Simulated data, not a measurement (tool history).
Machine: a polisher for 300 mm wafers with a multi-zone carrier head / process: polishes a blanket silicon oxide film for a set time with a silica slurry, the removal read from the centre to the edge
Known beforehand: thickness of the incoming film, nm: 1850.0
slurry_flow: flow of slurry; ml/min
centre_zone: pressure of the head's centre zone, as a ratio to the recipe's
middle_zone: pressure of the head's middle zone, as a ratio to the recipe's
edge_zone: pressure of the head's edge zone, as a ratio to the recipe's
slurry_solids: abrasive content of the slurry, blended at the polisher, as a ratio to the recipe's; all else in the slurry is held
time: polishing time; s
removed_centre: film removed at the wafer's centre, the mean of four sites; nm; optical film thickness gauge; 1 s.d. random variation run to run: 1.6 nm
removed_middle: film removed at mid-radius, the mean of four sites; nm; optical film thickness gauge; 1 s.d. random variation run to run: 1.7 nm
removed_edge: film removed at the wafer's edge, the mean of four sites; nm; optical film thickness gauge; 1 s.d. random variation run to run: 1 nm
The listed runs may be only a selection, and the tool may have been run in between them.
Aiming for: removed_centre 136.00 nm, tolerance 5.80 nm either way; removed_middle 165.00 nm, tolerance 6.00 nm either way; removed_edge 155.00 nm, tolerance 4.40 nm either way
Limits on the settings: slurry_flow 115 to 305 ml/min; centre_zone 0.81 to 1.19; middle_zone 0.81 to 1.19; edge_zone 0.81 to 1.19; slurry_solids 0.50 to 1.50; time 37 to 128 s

run	hour	slurry_flow	centre_zone	middle_zone	edge_zone	slurry_solids	time	removed_centre	removed_middle	removed_edge
1	0.0	195	1.00	1.00	1.00	1.00	82	261.16	252.52	261.03
2	1.1	185	0.95	1.01	0.96	0.85	77	208.35	223.70	219.24
3	7.7	175	0.92	0.99	0.93	0.75	75	183.23	194.75	195.41
4	16.7	170	0.89	1.00	0.90	0.70	75	169.93	188.07	185.74
5	17.4	170	0.89	1.00	0.90	0.70	89	195.62	222.31	216.35
6	19.7	165	0.87	1.00	0.88	0.65	85	173.48	198.38	199.15
7	23.5	165	0.87	1.02	0.86	0.60	81	159.46	183.98	176.24
8	26.1	155	0.86	1.02	0.85	0.55	81	142.58	169.66	162.64
9	35.0	150	0.86	1.03	0.85	0.55	81	144.16	168.77	163.63
10	37.1	145	0.86	1.05	0.85	0.55	81	140.08	171.22	161.25
11	43.2	140	0.86	1.05	0.85	0.55	81	140.79	167.98	160.14
12	50.7	140	0.86	1.05	0.85	0.55	81	137.44	168.80	161.55

Exercise: of the 5 proposed moves below, exactly one satisfies all targets within the stated allowed misses. Which move is it?
A	58.2	165	0.85	1.05	0.87	0.55	75	?	?	?
B	58.2	130	0.81	1.08	0.85	0.55	85	?	?	?
C	58.2	115	0.84	0.95	0.90	0.55	88	?	?	?
D	58.2	145	0.81	0.98	0.91	0.55	83	?	?	?
E	58.2	135	0.81	0.89	0.91	0.55	84	?	?	?

move	removed_centre	removed_middle	removed_edge
A	133.77	166.07	153.22
B	135.67	182.04	165.59
C	140.23	165.74	171.78
D	136.47	169.70	169.35
E	135.37	157.38	169.57
A: all results land within tolerance of their targets
B: the biggest miss grows against the last run
C: the biggest miss grows against the last run
D: the biggest miss grows against the last run
E: the biggest miss grows against the last run
Answer: A

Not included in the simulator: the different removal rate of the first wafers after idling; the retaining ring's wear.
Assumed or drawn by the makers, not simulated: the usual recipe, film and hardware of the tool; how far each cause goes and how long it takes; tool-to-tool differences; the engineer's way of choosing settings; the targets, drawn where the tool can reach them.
